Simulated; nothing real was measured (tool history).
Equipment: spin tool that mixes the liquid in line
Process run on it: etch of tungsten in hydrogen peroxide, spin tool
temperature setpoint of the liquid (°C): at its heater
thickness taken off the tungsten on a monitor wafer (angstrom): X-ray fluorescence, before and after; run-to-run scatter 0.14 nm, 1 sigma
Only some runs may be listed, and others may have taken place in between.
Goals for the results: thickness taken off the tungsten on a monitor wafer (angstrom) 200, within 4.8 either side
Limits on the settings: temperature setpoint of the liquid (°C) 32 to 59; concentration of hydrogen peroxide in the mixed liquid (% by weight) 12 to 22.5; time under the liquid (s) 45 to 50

| run | hour | temperature setpoint of the liquid (°C) | concentration of hydrogen peroxide in the mixed liquid (% by weight) | time under the liquid (s) | thickness taken off the tungsten on a monitor wafer (angstrom) |
|---|---|---|---|---|---|
| 1 | 0 | 43 | 15.5 | 45 | 318.18 |
| 2 | 6.1 | 43 | 14 | 45 | 298.44 |
| 3 | 10 | 43 | 12 | 45 | 276.38 |
| 4 | 17.5 | 42.5 | 12 | 45 | 268.98 |
| 5 | 25.3 | 42.5 | 12 | 50 | 299.73 |
| 6 | 28 | 41.5 | 12 | 50 | 280.28 |
|  | 33.2 | new drum of peroxide connected |
| 7 | 33.2 | 41 | 12 | 50 | 280.57 |
| 8 | 41.3 | 40.5 | 12 | 50 | 274.01 |
| 9 | 45 | 40 | 12 | 50 | 261.74 |
| 10 | 46.3 | 39.5 | 12 | 50 | 255.2 |
| 11 | 50 | 39 | 12 | 50 | 246.25 |
| 12 | 53.1 | 38.5 | 12 | 50 | 240.13 |
| 13 | 56.4 | 38 | 12 | 50 | 232.8 |
| 14 | 61.8 | 37.5 | 12 | 50 | 221.03 |
| 15 | 64.6 | 36.5 | 12 | 50 | 209.95 |

Which one of the following 5 next-run settings gets every result inside its allowed miss? There is exactly one.
| A | 67.4 | 36 | 12.5 | 50 | ? |
| B | 67.4 | 36.5 | 12.5 | 50 | ? |
| C | 67.4 | 35 | 15 | 50 | ? |
| D | 67.4 | 35.5 | 12.5 | 50 | ? |
| E | 67.4 | 34 | 17.5 | 50 | ? |

| move | thickness taken off the tungsten on a monitor wafer (angstrom) |
|---|---|
| A | 206.89 |
| B | 213.9 |
| C | 211.95 |
| D | 200.09 |
| E | 214 |
A: gains on the last run, yet a result remains outside its allowed miss
B: further off than the last run
C: further off than the last run
D: every result lands within tolerance
E: further off than the last run
The right move is D.

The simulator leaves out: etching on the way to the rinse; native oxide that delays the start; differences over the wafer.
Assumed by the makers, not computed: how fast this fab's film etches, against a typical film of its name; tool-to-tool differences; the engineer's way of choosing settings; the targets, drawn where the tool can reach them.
